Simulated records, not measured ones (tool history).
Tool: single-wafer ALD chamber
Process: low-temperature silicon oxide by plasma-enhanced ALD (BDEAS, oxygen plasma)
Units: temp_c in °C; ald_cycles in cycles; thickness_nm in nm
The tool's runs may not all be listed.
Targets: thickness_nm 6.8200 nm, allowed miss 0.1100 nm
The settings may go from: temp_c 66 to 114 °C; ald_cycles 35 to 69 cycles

Run 1, hour 0.0: temp_c 90 °C, ald_cycles 52 cycles. Result: thickness_nm 7.4718 nm.
Run 2, hour 5.0: temp_c 96 °C, ald_cycles 52 cycles. Result: thickness_nm 7.3893 nm.
Run 3, hour 7.1: temp_c 98 °C, ald_cycles 51 cycles. Result: thickness_nm 7.0489 nm.
Run 4, hour 9.8: temp_c 105 °C, ald_cycles 51 cycles. Result: thickness_nm 6.9777 nm.
Run 5, hour 14.3: temp_c 106 °C, ald_cycles 51 cycles. Result: thickness_nm 7.0395 nm.
Run 6, hour 22.3: temp_c 106 °C, ald_cycles 48 cycles. Result: thickness_nm 6.6330 nm.
Run 7, hour 25.2: temp_c 104 °C, ald_cycles 48 cycles. Result: thickness_nm 6.5777 nm.
Run 8, hour 25.8: temp_c 104 °C, ald_cycles 48 cycles. Result: thickness_nm 6.6059 nm.
Run 9, hour 31.2: temp_c 102 °C, ald_cycles 48 cycles. Result: thickness_nm 6.6310 nm.
Run 10, hour 36.5: temp_c 100 °C, ald_cycles 48 cycles. Result: thickness_nm 6.6604 nm.
Run 11, hour 37.4: temp_c 99 °C, ald_cycles 48 cycles. Result: thickness_nm 6.6601 nm.
Run 12, hour 41.0: temp_c 98 °C, ald_cycles 48 cycles. Result: thickness_nm 6.6616 nm.

4 next moves are on the table. One of them brings every result within its allowed miss. Which?
Run A, hour 44.6: temp_c 101 °C, ald_cycles 48 cycles. Result: thickness_nm ?.
Run B, hour 44.6: temp_c 93 °C, ald_cycles 46 cycles. Result: thickness_nm ?.
Run C, hour 44.6: temp_c 99 °C, ald_cycles 46 cycles. Result: thickness_nm ?.
Run D, hour 44.6: temp_c 95 °C, ald_cycles 48 cycles. Result: thickness_nm ?.

move  thickness_nm
   A        6.6585
   B        6.5531
   C        6.4171
   D        6.7907
A: as far off as the last run
B: further off than the last run
C: further off than the last run
D: meets every target
The right move is D.
